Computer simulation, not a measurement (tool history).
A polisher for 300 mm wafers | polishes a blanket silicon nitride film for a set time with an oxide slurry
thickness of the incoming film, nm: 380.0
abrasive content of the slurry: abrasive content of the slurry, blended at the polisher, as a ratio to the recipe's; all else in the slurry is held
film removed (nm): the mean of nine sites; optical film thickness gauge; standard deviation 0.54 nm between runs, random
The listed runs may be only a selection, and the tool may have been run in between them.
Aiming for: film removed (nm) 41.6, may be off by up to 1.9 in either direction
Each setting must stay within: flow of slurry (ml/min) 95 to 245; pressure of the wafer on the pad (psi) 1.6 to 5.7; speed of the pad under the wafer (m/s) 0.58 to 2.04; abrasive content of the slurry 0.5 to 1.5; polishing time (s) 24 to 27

run	hour	flow of slurry (ml/min)	pressure of the wafer on the pad (psi)	speed of the pad under the wafer (m/s)	abrasive content of the slurry	polishing time (s)	film removed (nm)
1	0	155	3.6	1.3	1	27	23.316
2	7.1	155	3.8	1.3	1	27	24.773
3	10.6	125	3.8	1.3	1	27	23.319
4	14.6	155	3.8	1.3	1	27	24.741
5	17.8	125	3.8	1.3	1	27	23.833
6	26.3	125	3.8	1.3	0.85	27	22.699
7	31.2	130	4	1.3	0.85	27	23.94
8	39.7	135	4.2	1.3	0.85	27	25.396
9	40.7	135	4.2	1.3	0.85	27	25.482
10	47.8	140	4.4	1.3	0.85	27	26.932
11	55.1	145	5.4	1.44	0.85	27	35.175
12	63.1	145	5.4	1.46	0.85	27	35.251
13	71.4	145	5.4	1.48	0.85	27	35.575
14	73.7	145	5.4	1.48	0.85	27	35.041
15	77.8	145	5.4	1.5	0.85	27	35.861
16	81.9	145	5.4	1.52	0.85	27	35.789
17	88.5	145	5.4	1.54	0.85	27	35.505
18	90	145	5.4	1.56	0.85	27	36.399
19	95.2	145	5.4	1.58	0.85	27	36.745
20	99.4	145	5.4	1.6	0.85	27	36.309
21	100.1	145	5.4	1.62	0.85	27	37.583

Exercise: of the 5 proposed moves below, exactly one satisfies all targets within the stated allowed misses. Which move is it?
A	100.8	160	5.7	1.4	0.9	27	?
B	100.8	155	5.7	1.68	0.9	27	?
C	100.8	135	5.5	1.74	1.05	24	?
D	100.8	155	5.6	1.88	0.7	26	?
E	100.8	160	5.4	1.66	0.85	26	?

move	film removed (nm)
A	37.648
B	41.334
C	36.713
D	39.019
E	37.137
A: roughly where the last run was
B: in spec on every target
C: lands further from the targets than the last run did
D: gains on the last run, yet a result remains outside its allowed miss
E: lands further from the targets than the last run did
Correct choice: B, which meets every target
